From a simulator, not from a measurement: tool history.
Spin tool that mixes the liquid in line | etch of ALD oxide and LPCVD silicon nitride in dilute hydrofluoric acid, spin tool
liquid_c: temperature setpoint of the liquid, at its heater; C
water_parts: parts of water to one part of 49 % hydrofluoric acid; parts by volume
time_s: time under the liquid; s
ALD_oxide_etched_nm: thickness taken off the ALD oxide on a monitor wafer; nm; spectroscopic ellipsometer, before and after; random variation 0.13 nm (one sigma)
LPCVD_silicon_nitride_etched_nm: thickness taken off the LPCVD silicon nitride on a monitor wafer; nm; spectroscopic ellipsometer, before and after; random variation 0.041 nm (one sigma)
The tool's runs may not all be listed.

| run | hour | liquid_c | water_parts | time_s | ALD_oxide_etched_nm | LPCVD_silicon_nitride_etched_nm |
|---|---|---|---|---|---|---|
| 1 | 0.0 | 24.0 | 100 | 180 | 23.400 | 0.90313 |
| 2 | 0.5 | 24.0 | 135 | 180 | 16.636 | 0.68286 |
| 3 | 8.2 | 26.0 | 125 | 180 | 19.674 | 0.86285 |
| 4 | 10.2 | 29.5 | 125 | 180 | 22.364 | 1.05260 |
| 5 | 12.5 | 29.5 | 105 | 180 | 27.464 | 1.18420 |
| 6 | 18.1 | 32.0 | 105 | 180 | 30.329 | 1.58430 |
| 7 | 19.0 | 30.5 | 100 | 180 | 30.256 | 1.51950 |
| 8 | 24.0 | 27.0 | 90 | 180 | 29.891 | 1.26650 |

Run 9 comes next. What will it give?
| 9 | 29.2 | 26.5 | 90 | 180 | ? | ? |

Run 9 gave ALD_oxide_etched_nm 29.334 nm, LPCVD_silicon_nitride_etched_nm 1.17870 nm.
